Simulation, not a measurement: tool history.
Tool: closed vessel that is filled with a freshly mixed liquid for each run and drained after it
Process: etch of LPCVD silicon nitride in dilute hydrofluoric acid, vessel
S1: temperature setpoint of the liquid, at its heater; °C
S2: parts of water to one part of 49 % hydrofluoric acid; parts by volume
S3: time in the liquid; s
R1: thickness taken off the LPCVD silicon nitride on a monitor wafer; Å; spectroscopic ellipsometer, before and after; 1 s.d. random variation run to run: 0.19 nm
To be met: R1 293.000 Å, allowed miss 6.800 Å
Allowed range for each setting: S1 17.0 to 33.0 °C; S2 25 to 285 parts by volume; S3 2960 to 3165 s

run 1 hour=0.0 | S1=25.0 S2=155 S3=2960 | R1=98.760
run 2 hour=8.4 | S1=22.5 S2=155 S3=2960 | R1=83.711
run 3 hour=15.3 | S1=22.5 S2=200 S3=2960 | R1=65.125
run 4 hour=22.7 | S1=23.5 S2=185 S3=2960 | R1=75.082
run 5 hour=31.2 | S1=24.5 S2=170 S3=2960 | R1=86.918
run 6 hour=38.8 | S1=25.5 S2=155 S3=2960 | R1=100.920
run 7 hour=43.6 | S1=29.5 S2=90 S3=2975 | R1=226.750
run 8 hour=49.4 | S1=30.0 S2=90 S3=2975 | R1=234.740
run 9 hour=51.2 | S1=30.5 S2=90 S3=2975 | R1=239.160
run 10 hour=58.0 | S1=31.0 S2=90 S3=2975 | R1=251.710

Next run, 4 choices. One meets every target within its allowed miss, the rest don't. Which?
run A hour=64.8 | S1=32.0 S2=120 S3=2960 | R1=?
run B hour=64.8 | S1=29.0 S2=70 S3=3055 | R1=?
run C hour=64.8 | S1=31.5 S2=75 S3=2960 | R1=?
run D hour=64.8 | S1=31.5 S2=85 S3=3060 | R1=?

move=A R1=200.230
move=B R1=294.380
move=C R1=312.070
move=D R1=284.490
A: further off than the last run
B: all results in spec
C: moves the result that the last run missed by most past its target, out the other side
D: gains on the last run, yet a result remains outside its allowed miss
Go with B: it meets all targets.

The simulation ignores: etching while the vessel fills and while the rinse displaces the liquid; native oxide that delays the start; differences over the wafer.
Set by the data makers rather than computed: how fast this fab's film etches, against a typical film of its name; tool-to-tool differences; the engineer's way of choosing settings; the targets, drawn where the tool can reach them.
